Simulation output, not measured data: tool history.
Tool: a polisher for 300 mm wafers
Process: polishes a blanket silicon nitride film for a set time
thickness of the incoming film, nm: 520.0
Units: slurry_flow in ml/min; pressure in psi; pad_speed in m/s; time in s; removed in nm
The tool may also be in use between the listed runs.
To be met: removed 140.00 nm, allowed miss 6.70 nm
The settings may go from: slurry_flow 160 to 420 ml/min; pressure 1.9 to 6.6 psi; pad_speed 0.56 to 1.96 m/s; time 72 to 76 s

Run 1, hour 0.0: slurry_flow 270 ml/min, pressure 4.2 psi, pad_speed 1.26 m/s, time 72 s. Result: removed 216.97 nm.
Run 2, hour 6.3: slurry_flow 210 ml/min, pressure 4.2 psi, pad_speed 1.26 m/s, time 72 s. Result: removed 212.77 nm.
Run 3, hour 11.6: slurry_flow 210 ml/min, pressure 3.7 psi, pad_speed 1.24 m/s, time 72 s. Result: removed 188.12 nm.
Run 4, hour 18.5: slurry_flow 210 ml/min, pressure 3.3 psi, pad_speed 1.22 m/s, time 72 s. Result: removed 171.99 nm.
Run 5, hour 22.0: slurry_flow 275 ml/min, pressure 3.3 psi, pad_speed 1.22 m/s, time 72 s. Result: removed 181.30 nm.
Run 6, hour 28.4: slurry_flow 270 ml/min, pressure 2.9 psi, pad_speed 1.20 m/s, time 72 s. Result: removed 161.98 nm.
Run 7, hour 34.1: slurry_flow 270 ml/min, pressure 2.7 psi, pad_speed 1.20 m/s, time 72 s. Result: removed 157.51 nm.
Run 8, hour 42.6: slurry_flow 270 ml/min, pressure 2.5 psi, pad_speed 1.20 m/s, time 72 s. Result: removed 147.19 nm.

Which of these 5 next moves meets every target?
Run A, hour 51.1: slurry_flow 160 ml/min, pressure 2.3 psi, pad_speed 1.18 m/s, time 75 s. Result: removed ?.
Run B, hour 51.1: slurry_flow 210 ml/min, pressure 2.2 psi, pad_speed 1.42 m/s, time 76 s. Result: removed ?.
Run C, hour 51.1: slurry_flow 255 ml/min, pressure 2.6 psi, pad_speed 1.30 m/s, time 72 s. Result: removed ?.
Run D, hour 51.1: slurry_flow 290 ml/min, pressure 2.3 psi, pad_speed 1.34 m/s, time 76 s. Result: removed ?.
Run E, hour 51.1: slurry_flow 215 ml/min, pressure 3.2 psi, pad_speed 1.04 m/s, time 75 s. Result: removed ?.

move  removed
   A   142.71
   B   166.99
   C   165.56
   D   167.64
   E   163.01
A: meets every target
B: further off than the last run
C: further off than the last run
D: further off than the last run
E: further off than the last run
Answer: A
